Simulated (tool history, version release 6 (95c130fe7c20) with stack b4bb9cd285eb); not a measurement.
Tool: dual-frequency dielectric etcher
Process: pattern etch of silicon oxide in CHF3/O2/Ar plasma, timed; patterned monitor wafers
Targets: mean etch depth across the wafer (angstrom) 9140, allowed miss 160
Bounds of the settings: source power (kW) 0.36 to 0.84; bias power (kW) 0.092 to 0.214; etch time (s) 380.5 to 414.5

run,hour,source power (kW),bias power (kW),etch time (s),mean etch depth across the wafer (angstrom)
1,0,0.6,0.153,414.5,8510.7
2,4.7,0.6,0.153,380.5,7794.6
3,13.2,0.65,0.156,381,8146.4
4,17.9,0.65,0.156,380.5,8114
5,21.7,0.65,0.156,380.5,8112.8
6,30.7,0.69,0.161,381.5,8418.5
7,35.7,0.72,0.163,381.5,8618.1
8,40.8,0.74,0.164,381.5,8739.8
9,49.4,0.76,0.165,381.5,8867.8
10,52.5,0.77,0.166,381.5,8970.9

5 next moves are on the table. One of them brings every result within its allowed miss. Which?
A,55.6,0.72,0.158,394.5,?
B,55.6,0.72,0.156,399.5,?
C,55.6,0.74,0.15,409.5,?
D,55.6,0.78,0.15,384.5,?
E,55.6,0.77,0.156,380.5,?

move,mean etch depth across the wafer (angstrom)
A,8824.6
B,8899.2
C,9112
D,8749.4
E,8721.1
A: further off than the last run
B: further off than the last run
C: meets every target
D: further off than the last run
E: further off than the last run
Answer: C
